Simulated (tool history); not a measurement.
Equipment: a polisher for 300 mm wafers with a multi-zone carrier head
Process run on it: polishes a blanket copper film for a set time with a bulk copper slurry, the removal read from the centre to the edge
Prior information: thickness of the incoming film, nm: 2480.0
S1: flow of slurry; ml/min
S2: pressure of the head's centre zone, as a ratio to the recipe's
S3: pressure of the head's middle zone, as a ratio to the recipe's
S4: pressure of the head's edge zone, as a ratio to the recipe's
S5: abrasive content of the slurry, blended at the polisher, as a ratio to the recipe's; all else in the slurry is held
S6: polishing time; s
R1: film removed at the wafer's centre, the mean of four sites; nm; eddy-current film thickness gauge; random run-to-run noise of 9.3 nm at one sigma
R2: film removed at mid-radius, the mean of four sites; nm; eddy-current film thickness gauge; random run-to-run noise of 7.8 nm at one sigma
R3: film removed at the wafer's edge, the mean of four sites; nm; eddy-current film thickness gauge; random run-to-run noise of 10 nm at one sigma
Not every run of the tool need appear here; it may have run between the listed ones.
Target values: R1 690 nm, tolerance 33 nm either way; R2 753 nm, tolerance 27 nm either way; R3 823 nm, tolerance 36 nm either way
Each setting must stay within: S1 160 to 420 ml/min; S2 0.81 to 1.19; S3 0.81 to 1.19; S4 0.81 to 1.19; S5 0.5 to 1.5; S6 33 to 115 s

| run | hour | S1 | S2 | S3 | S4 | S5 | S6 | R1 | R2 | R3 |
|---|---|---|---|---|---|---|---|---|---|---|
| 1 | 0 | 270 | 1 | 1 | 1 | 1 | 73 | 911.49 | 873.25 | 874.91 |
| 2 | 1.4 | 270 | 1.08 | 1 | 1 | 1 | 73 | 961.7 | 870.62 | 857.93 |
| 3 | 4.5 | 265 | 1.05 | 1 | 1.01 | 0.95 | 73 | 952.27 | 868.18 | 863.76 |
| 4 | 5.7 | 265 | 1.02 | 1 | 1.01 | 0.95 | 72 | 876.22 | 840.37 | 854.53 |
| 5 | 13.7 | 265 | 1.02 | 1 | 1.01 | 1.05 | 72 | 910.53 | 874.25 | 863.89 |
| 6 | 15 | 265 | 1.02 | 0.92 | 1.01 | 1.05 | 72 | 912.75 | 804.64 | 891.26 |
| 7 | 18 | 240 | 0.92 | 0.92 | 0.99 | 0.8 | 70 | 744.03 | 729.34 | 787.08 |
| 8 | 24.4 | 240 | 0.92 | 0.92 | 0.99 | 0.8 | 70 | 748.14 | 755.73 | 809.35 |
| 9 | 29.4 | 240 | 0.91 | 0.92 | 0.99 | 0.8 | 70 | 743.34 | 726.94 | 789.61 |
| 10 | 31.6 | 240 | 0.9 | 0.92 | 1 | 0.8 | 70 | 738.66 | 738.58 | 792.66 |
| 11 | 33.7 | 235 | 0.89 | 0.92 | 1.01 | 0.8 | 70 | 724.44 | 740.1 | 788.76 |

Next run, 5 choices. One meets every target within its allowed miss, the rest don't. Which?
| A | 35.8 | 190 | 0.92 | 1.03 | 1.05 | 0.8 | 65 | ? | ? | ? |
| B | 35.8 | 215 | 0.85 | 0.94 | 1.08 | 0.75 | 71 | ? | ? | ? |
| C | 35.8 | 175 | 0.99 | 0.99 | 1.07 | 0.55 | 71 | ? | ? | ? |
| D | 35.8 | 255 | 0.94 | 0.91 | 1.03 | 0.75 | 73 | ? | ? | ? |
| E | 35.8 | 220 | 0.83 | 1.01 | 1.04 | 0.75 | 73 | ? | ? | ? |

| move | R1 | R2 | R3 |
|---|---|---|---|
| A | 679.33 | 741.95 | 738.98 |
| B | 682.54 | 747.56 | 813.94 |
| C | 739.66 | 725.97 | 756.16 |
| D | 786.56 | 756.43 | 825.83 |
| E | 686.64 | 817.87 | 822.29 |
A: the worst result of the last run now meets its target, but another is out of spec
B: every result within its allowed miss
C: lands further from the targets than the last run did
D: lands further from the targets than the last run did
E: the worst result of the last run now meets its target, but another is out of spec
Answer: B

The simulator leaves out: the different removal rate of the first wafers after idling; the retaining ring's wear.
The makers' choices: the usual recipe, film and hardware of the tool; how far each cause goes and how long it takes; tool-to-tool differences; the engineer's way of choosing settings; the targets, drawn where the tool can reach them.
